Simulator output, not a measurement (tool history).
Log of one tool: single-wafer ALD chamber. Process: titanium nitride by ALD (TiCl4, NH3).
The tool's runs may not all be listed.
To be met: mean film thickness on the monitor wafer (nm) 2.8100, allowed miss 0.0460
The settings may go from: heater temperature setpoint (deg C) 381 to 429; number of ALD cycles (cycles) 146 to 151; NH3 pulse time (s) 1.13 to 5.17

run,hour,heater temperature setpoint (deg C),number of ALD cycles (cycles),NH3 pulse time (s),mean film thickness on the monitor wafer (nm)
1,0.0,405,146,3.15,3.0075
2,8.2,405,146,4.01,3.0161
3,9.9,400,146,3.40,2.9973
4,11.2,400,146,3.07,2.9806
5,17.5,400,146,3.07,2.9831
6,26.5,396,146,2.66,2.9627
7,34.9,393,146,2.34,2.9142
8,40.4,384,146,1.33,2.5156

4 next moves are on the table. One of them brings every result within its allowed miss. Which?
A,45.9,390,150,2.04,?
B,45.9,381,146,1.60,?
C,45.9,381,146,1.63,?
D,45.9,384,151,1.57,?

move,mean film thickness on the monitor wafer (nm)
A,2.9636
B,2.7130
C,2.7269
D,2.8114
A: takes the result that was furthest off past its target
B: nearer than the last run, and not there yet
C: nearer than the last run, and not there yet
D: meets every target
The right move is D.
